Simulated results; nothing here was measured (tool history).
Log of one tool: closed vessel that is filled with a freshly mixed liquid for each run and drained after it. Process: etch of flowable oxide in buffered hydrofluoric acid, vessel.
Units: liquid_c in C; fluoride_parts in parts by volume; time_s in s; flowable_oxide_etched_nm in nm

{"run": 1, "hour": 0.0, "liquid_c": 24.0, "fluoride_parts": 12.0, "time_s": 95, "flowable_oxide_etched_nm": 185.68}
{"run": 2, "hour": 2.3, "liquid_c": 24.0, "fluoride_parts": 13.5, "time_s": 95, "flowable_oxide_etched_nm": 164.55}
{"run": 3, "hour": 8.7, "liquid_c": 24.0, "fluoride_parts": 15.5, "time_s": 95, "flowable_oxide_etched_nm": 147.87}
{"run": 4, "hour": 12.6, "liquid_c": 25.5, "fluoride_parts": 15.0, "time_s": 95, "flowable_oxide_etched_nm": 162.49}
{"run": 5, "hour": 19.0, "liquid_c": 26.5, "fluoride_parts": 14.5, "time_s": 95, "flowable_oxide_etched_nm": 176.78}
{"run": 6, "hour": 28.1, "liquid_c": 26.5, "fluoride_parts": 11.5, "time_s": 95, "flowable_oxide_etched_nm": 222.91}

Forecast run 7:
{"run": 7, "hour": 29.2, "liquid_c": 27.0, "fluoride_parts": 11.5, "time_s": 95, "flowable_oxide_etched_nm": "?"}

{"run 7": {"flowable_oxide_etched_nm": 229.33}}
